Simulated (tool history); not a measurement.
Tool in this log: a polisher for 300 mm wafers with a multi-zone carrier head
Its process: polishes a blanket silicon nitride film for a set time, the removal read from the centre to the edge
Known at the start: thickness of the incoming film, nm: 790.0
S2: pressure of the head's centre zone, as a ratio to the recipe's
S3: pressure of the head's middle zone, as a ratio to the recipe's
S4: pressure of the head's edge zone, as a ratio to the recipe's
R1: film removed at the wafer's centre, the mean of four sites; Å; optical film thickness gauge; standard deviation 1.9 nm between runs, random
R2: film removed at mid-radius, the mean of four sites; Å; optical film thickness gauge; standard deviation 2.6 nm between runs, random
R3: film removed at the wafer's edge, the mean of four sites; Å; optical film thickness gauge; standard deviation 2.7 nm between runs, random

Run 1, hour 0.0: flow of slurry (ml/min) 265, S2 1.00, S3 1.00, S4 1.00, polishing time (s) 69. Result: R1 1180.8 Å, R2 1199.8 Å, R3 1222.5 Å.
Run 2, hour 6.1: flow of slurry (ml/min) 265, S2 0.99, S3 1.01, S4 1.02, polishing time (s) 73. Result: R1 1271.5 Å, R2 1310.9 Å, R3 1302.3 Å.
Run 3, hour 14.8: flow of slurry (ml/min) 265, S2 0.94, S3 1.01, S4 1.02, polishing time (s) 73. Result: R1 1188.1 Å, R2 1325.7 Å, R3 1309.7 Å.
Run 4, hour 19.8: flow of slurry (ml/min) 265, S2 0.94, S3 1.01, S4 1.04, polishing time (s) 77. Result: R1 1240.7 Å, R2 1373.2 Å, R3 1408.1 Å.
Run 5, hour 23.4: flow of slurry (ml/min) 265, S2 0.95, S3 1.02, S4 1.05, polishing time (s) 80. Result: R1 1312.6 Å, R2 1418.3 Å, R3 1513.5 Å.
Run 6, hour 29.7: flow of slurry (ml/min) 325, S2 0.95, S3 1.02, S4 1.05, polishing time (s) 80. Result: R1 1323.7 Å, R2 1507.7 Å, R3 1467.1 Å.

Run 7 is up next; what results do you expect?
Run 7, hour 30.8: flow of slurry (ml/min) 320, S2 0.96, S3 1.03, S4 1.06, polishing time (s) 82. Result: R1 ?, R2 ?, R3 ?.

R1: 1387.1 Å
R2: 1547.1 Å
R3: 1508.9 Å
